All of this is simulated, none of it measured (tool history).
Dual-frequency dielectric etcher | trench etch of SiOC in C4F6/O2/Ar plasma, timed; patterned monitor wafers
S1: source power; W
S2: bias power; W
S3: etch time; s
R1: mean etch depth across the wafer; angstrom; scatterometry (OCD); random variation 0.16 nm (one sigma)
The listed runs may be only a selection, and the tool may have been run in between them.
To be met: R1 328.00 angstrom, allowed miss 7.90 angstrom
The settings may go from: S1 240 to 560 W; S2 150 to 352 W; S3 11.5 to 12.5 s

run,hour,S1,S2,S3,R1
1,0.0,400,251,12.5,283.30
2,6.2,450,251,12.5,291.59
3,13.0,470,260,12.5,302.08
4,17.1,470,260,11.5,276.39
5,20.2,480,274,11.5,282.56
6,26.5,530,274,11.5,290.84
7,28.6,530,274,11.5,291.33
8,34.5,530,282,11.5,297.87
9,40.4,530,290,11.5,297.48
10,41.8,530,297,11.5,300.99
11,49.6,530,305,11.5,303.77
12,51.4,560,340,12.0,334.27

Exercise: of the 4 proposed moves below, exactly one satisfies all targets within the stated allowed misses. Which move is it?
A,53.2,560,343,12.5,?
B,53.2,530,328,12.5,?
C,53.2,550,350,11.5,?
D,53.2,560,351,12.0,?

move,R1
A,351.67
B,340.18
C,324.36
D,340.62
A: lands further from the targets than the last run did
B: lands further from the targets than the last run did
C: each result inside its tolerance
D: lands further from the targets than the last run did
The move that meets every target is C.

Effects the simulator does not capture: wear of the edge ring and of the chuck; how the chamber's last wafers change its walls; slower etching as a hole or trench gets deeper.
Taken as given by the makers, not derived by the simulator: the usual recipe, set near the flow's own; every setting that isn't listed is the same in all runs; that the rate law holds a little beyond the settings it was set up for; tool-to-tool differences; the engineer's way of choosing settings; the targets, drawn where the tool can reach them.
